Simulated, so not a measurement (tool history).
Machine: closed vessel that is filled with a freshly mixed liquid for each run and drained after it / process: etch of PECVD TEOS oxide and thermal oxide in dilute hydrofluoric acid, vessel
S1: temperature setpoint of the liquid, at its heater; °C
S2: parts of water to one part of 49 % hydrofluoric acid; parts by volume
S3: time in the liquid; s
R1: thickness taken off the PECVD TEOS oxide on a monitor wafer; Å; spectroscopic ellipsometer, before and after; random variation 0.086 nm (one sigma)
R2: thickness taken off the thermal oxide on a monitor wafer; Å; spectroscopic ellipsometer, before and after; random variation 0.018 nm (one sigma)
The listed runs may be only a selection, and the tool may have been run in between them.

Run 1, hour 0: S1 23 °C, S2 145 parts by volume, S3 115 s. Result: R1 130.55 Å, R2 35.831 Å.
Run 2, hour 6.5: S1 22.5 °C, S2 150 parts by volume, S3 115 s. Result: R1 123.01 Å, R2 33.786 Å.
Run 3, hour 7.4: S1 22.5 °C, S2 115 parts by volume, S3 115 s. Result: R1 165.92 Å, R2 45.886 Å.
Run 4, hour 15.8: S1 22.5 °C, S2 75 parts by volume, S3 115 s. Result: R1 268.61 Å, R2 73.829 Å.
Run 5, hour 17.6: S1 22 °C, S2 85 parts by volume, S3 115 s. Result: R1 229.08 Å, R2 62.916 Å.
Run 6, hour 20.3: S1 21.5 °C, S2 95 parts by volume, S3 115 s. Result: R1 203.64 Å, R2 54.434 Å.
Run 7, hour 24.3: S1 21.5 °C, S2 105 parts by volume, S3 115 s. Result: R1 178.13 Å, R2 48.477 Å.
Run 8, hour 30.7: S1 21 °C, S2 110 parts by volume, S3 115 s. Result: R1 166.35 Å, R2 45.164 Å.
Run 9, hour 39.3: S1 20.5 °C, S2 115 parts by volume, S3 115 s. Result: R1 152.21 Å, R2 41.977 Å.
Run 10, hour 47.4: S1 20 °C, S2 120 parts by volume, S3 115 s. Result: R1 144.73 Å, R2 38.953 Å.
Run 11, hour 53: S1 20 °C, S2 125 parts by volume, S3 115 s. Result: R1 139.08 Å, R2 37.832 Å.
Run 12, hour 55.9: S1 19.5 °C, S2 130 parts by volume, S3 115 s. Result: R1 127.93 Å, R2 35.306 Å.

What will run 13 give?
Run 13, hour 57.4: S1 19.5 °C, S2 135 parts by volume, S3 115 s. Result: R1 ?, R2 ?.

R1: 125.92 Å
R2: 33.725 Å

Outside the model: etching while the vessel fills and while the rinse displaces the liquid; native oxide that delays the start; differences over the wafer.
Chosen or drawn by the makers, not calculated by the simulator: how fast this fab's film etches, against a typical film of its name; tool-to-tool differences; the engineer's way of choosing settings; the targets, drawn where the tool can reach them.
